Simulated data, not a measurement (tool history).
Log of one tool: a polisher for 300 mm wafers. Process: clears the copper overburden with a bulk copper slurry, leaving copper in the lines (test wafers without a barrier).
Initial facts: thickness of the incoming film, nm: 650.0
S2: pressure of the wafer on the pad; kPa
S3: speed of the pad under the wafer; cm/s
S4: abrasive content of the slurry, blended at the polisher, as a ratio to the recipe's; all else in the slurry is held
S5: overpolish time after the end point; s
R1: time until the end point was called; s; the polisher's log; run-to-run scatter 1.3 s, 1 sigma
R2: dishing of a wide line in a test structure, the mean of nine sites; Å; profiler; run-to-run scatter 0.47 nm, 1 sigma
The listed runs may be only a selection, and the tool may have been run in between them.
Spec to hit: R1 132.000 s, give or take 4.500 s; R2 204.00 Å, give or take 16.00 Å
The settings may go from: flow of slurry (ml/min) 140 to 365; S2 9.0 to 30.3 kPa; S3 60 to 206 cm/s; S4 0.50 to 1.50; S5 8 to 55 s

{"run": 1, "hour": 0.0, "flow of slurry (ml/min)": 235, "S2": 19.3, "S3": 132, "S4": 1.0, "S5": 28, "R1": 51.164, "R2": 401.8}
{"run": 2, "hour": 2.2, "flow of slurry (ml/min)": 235, "S2": 19.3, "S3": 132, "S4": 1.0, "S5": 19, "R1": 51.384, "R2": 399.94}
{"run": 3, "hour": 4.4, "flow of slurry (ml/min)": 235, "S2": 16.5, "S3": 118, "S4": 1.0, "S5": 16, "R1": 65.004, "R2": 378.23}
{"run": 4, "hour": 6.2, "flow of slurry (ml/min)": 235, "S2": 13.1, "S3": 118, "S4": 1.0, "S5": 16, "R1": 76.014, "R2": 365.51}
{"run": 5, "hour": 12.6, "flow of slurry (ml/min)": 245, "S2": 11.7, "S3": 102, "S4": 1.05, "S5": 14, "R1": 94.155, "R2": 321.47}
{"run": 6, "hour": 19.6, "flow of slurry (ml/min)": 275, "S2": 11.0, "S3": 92, "S4": 1.15, "S5": 12, "R1": 103.03, "R2": 297.13}
{"run": 7, "hour": 26.6, "flow of slurry (ml/min)": 300, "S2": 10.3, "S3": 86, "S4": 1.25, "S5": 11, "R1": 110.76, "R2": 263.21}
{"run": 8, "hour": 27.4, "flow of slurry (ml/min)": 315, "S2": 9.7, "S3": 82, "S4": 1.3, "S5": 10, "R1": 122.32, "R2": 253.27}
{"run": 9, "hour": 31.4, "flow of slurry (ml/min)": 330, "S2": 9.7, "S3": 80, "S4": 1.35, "S5": 9, "R1": 119.16, "R2": 222.88}
{"run": 10, "hour": 37.9, "flow of slurry (ml/min)": 335, "S2": 9.7, "S3": 78, "S4": 1.35, "S5": 9, "R1": 123.81, "R2": 224.21}
{"run": 11, "hour": 41.5, "flow of slurry (ml/min)": 340, "S2": 9.7, "S3": 78, "S4": 1.35, "S5": 9, "R1": 123.93, "R2": 226.51}
{"run": 12, "hour": 42.5, "flow of slurry (ml/min)": 345, "S2": 9.7, "S3": 76, "S4": 1.35, "S5": 9, "R1": 125.38, "R2": 221.34}
{"run": 13, "hour": 45.5, "flow of slurry (ml/min)": 365, "S2": 9.0, "S3": 70, "S4": 1.45, "S5": 8, "R1": 137.89, "R2": 196.12}

Consider the 5 candidate settings below. Which is the only one whose results all fall within their allowed miss of target?
{"run": "A", "hour": 48.5, "flow of slurry (ml/min)": 365, "S2": 11.7, "S3": 62, "S4": 1.5, "S5": 8, "R1": "?", "R2": "?"}
{"run": "B", "hour": 48.5, "flow of slurry (ml/min)": 365, "S2": 11.0, "S3": 70, "S4": 1.5, "S5": 9, "R1": "?", "R2": "?"}
{"run": "C", "hour": 48.5, "flow of slurry (ml/min)": 340, "S2": 9.0, "S3": 76, "S4": 1.4, "S5": 10, "R1": "?", "R2": "?"}
{"run": "D", "hour": 48.5, "flow of slurry (ml/min)": 365, "S2": 9.7, "S3": 66, "S4": 1.45, "S5": 8, "R1": "?", "R2": "?"}
{"run": "E", "hour": 48.5, "flow of slurry (ml/min)": 320, "S2": 10.3, "S3": 76, "S4": 1.2, "S5": 10, "R1": "?", "R2": "?"}

move=A R1=130.610 R2=207.96
move=B R1=121.190 R2=234.70
move=C R1=130.420 R2=237.72
move=D R1=140.480 R2=197.06
move=E R1=124.800 R2=245.02
A: every result within its allowed miss
B: moves the result that the last run missed by most past its target, out the other side
C: brings the last run's worst result on target, with another outside its allowed miss
D: misses by more than the last run did
E: moves the result that the last run missed by most past its target, out the other side
A meets every target.

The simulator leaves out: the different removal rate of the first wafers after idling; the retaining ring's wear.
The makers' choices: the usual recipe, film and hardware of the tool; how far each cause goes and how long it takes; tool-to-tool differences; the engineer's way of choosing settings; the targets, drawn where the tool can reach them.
